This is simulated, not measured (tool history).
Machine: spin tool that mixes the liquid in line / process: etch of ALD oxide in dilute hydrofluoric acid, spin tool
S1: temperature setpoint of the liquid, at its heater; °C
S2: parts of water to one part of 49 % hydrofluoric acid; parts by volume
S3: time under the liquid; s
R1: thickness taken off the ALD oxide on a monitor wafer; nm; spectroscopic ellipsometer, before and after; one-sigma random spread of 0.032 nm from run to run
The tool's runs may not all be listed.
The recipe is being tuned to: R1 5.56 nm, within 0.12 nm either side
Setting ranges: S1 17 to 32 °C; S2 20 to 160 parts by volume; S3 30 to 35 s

run  hour    S1  S2  S3      R1
  1     0    24  90  35  6.9195
  2     7    24  75  35  8.4945
  3   7.6    22  75  35  7.8216
  4  10.8  20.5  80  35  6.8149
     17.9  -- hydrofluoric acid flow meter replaced
  5  17.9  19.5  80  35  5.8476
  6  23.6  19.5  60  35  7.8237
  7  25.4    19  65  35  7.1764
  8  28.6  18.5  70  35  6.4705
  9  34.5    18  70  35  6.3035
 10  36.7  17.5  70  35  6.1446
 11  41.4    17  80  35  5.2179
 12  44.8  17.5  80  35  5.2999

Pick the move, out of 4, that brings all results within their allowed miss; only one does.
  A  48.2    17  75  35   ?
  B  48.2    17  70  30   ?
  C  48.2    18  75  35   ?
  D  48.2  17.5  70  30   ?

move      R1
   A  5.6143
   B   5.184
   C  5.8589
   D  5.2963
A: in spec on every target
B: moves away from the targets compared with the last run
C: takes the result that was furthest off past its target
D: as far off as the last run
Move A is the one to make.

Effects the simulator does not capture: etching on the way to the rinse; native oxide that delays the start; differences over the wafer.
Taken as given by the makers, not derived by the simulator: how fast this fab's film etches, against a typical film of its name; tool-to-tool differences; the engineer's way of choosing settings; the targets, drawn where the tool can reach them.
